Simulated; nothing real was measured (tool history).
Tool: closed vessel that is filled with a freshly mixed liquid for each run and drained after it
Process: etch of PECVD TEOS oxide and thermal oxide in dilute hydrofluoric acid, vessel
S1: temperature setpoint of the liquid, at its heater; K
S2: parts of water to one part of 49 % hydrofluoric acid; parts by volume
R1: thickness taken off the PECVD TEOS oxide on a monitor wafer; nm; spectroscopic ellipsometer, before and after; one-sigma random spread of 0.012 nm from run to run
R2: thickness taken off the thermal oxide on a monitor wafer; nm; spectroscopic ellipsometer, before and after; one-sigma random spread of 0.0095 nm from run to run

run 1 hour=0.0 | S1=294.15 S2=210 time_in_the_liquid_(s)=85 | R1=4.8954 R2=1.5644
run 2 hour=0.5 | S1=293.65 S2=225 time_in_the_liquid_(s)=85 | R1=4.4195 R2=1.3859
run 3 hour=8.7 | S1=293.15 S2=240 time_in_the_liquid_(s)=85 | R1=4.0659 R2=1.2811
run 4 hour=16.7 | S1=293.15 S2=170 time_in_the_liquid_(s)=85 | R1=6.1636 R2=1.8877
run 5 hour=19.6 | S1=292.65 S2=190 time_in_the_liquid_(s)=85 | R1=5.2341 R2=1.6165
run 6 hour=28.3 | S1=292.65 S2=150 time_in_the_liquid_(s)=85 | R1=6.9409 R2=2.1294
run 7 hour=33.6 | S1=292.15 S2=170 time_in_the_liquid_(s)=85 | R1=5.8557 R2=1.8500
run 8 hour=34.5 | S1=292.15 S2=190 time_in_the_liquid_(s)=85 | R1=5.1854 R2=1.6027

Expected results for the next run?
run 9 hour=35.2 | S1=292.15 S2=205 time_in_the_liquid_(s)=85 | R1=? R2=?

R1: 4.7294 nm
R2: 1.4637 nm
